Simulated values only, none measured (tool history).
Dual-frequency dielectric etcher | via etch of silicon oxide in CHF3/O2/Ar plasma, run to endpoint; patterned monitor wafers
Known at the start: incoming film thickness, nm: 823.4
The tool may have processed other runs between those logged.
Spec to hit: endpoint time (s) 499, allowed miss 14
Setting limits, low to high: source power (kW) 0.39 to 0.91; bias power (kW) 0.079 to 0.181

run	hour	source power (kW)	bias power (kW)	endpoint time (s)
1	0	0.65	0.13	429.04
2	6.7	0.55	0.13	452.7
3	12.4	0.52	0.126	463.23
4	12.9	0.49	0.123	478.71
5	16.5	0.59	0.123	450.28
6	22.1	0.65	0.123	437.52
7	25.3	0.6	0.118	452.06
8	26.6	0.47	0.101	515.98

5 next moves are on the table. One of them brings every result within its allowed miss. Which?
A	27.9	0.48	0.095	?
B	27.9	0.47	0.137	?
C	27.9	0.51	0.104	?
D	27.9	0.44	0.089	?
E	27.9	0.42	0.086	?

move	endpoint time (s)
A	523.83
B	468.2
C	499.41
D	549.39
E	563.33
A: moves away from the targets compared with the last run
B: moves the result that the last run missed by most past its target, out the other side
C: hits every target within its allowed miss
D: moves away from the targets compared with the last run
E: moves away from the targets compared with the last run
C is the move that brings every result within its allowed miss.
